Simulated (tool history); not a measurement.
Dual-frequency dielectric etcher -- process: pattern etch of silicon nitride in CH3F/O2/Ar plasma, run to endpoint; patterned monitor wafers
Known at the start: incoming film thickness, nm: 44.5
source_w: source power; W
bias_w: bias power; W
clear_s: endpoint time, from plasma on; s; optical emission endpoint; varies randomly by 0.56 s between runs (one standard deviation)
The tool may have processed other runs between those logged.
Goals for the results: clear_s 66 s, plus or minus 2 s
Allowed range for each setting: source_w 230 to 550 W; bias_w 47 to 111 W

run,hour,source_w,bias_w,clear_s
1,0,390,79,56.894
2,4.3,330,79,58.978
3,5.1,300,79,60.693
4,8.9,370,79,57.989
5,13.5,430,79,56.329
6,20.5,430,93,53.274
7,25,390,84,55.396
8,31.2,310,68,62.739
9,34.1,300,66,63.368

Consider the 5 candidate settings below. Which is the only one whose results all fall within their allowed miss of target?
A,37,240,53,?
B,37,250,55,?
C,37,250,47,?
D,37,330,57,?
E,37,230,47,?

move,clear_s
A,71.145
B,69.932
C,72.943
D,65.732
E,73.995
A: takes the biggest miss from the last run beyond its target
B: takes the biggest miss from the last run beyond its target
C: takes the biggest miss from the last run beyond its target
D: all results in spec
E: takes the biggest miss from the last run beyond its target
The right move is D.

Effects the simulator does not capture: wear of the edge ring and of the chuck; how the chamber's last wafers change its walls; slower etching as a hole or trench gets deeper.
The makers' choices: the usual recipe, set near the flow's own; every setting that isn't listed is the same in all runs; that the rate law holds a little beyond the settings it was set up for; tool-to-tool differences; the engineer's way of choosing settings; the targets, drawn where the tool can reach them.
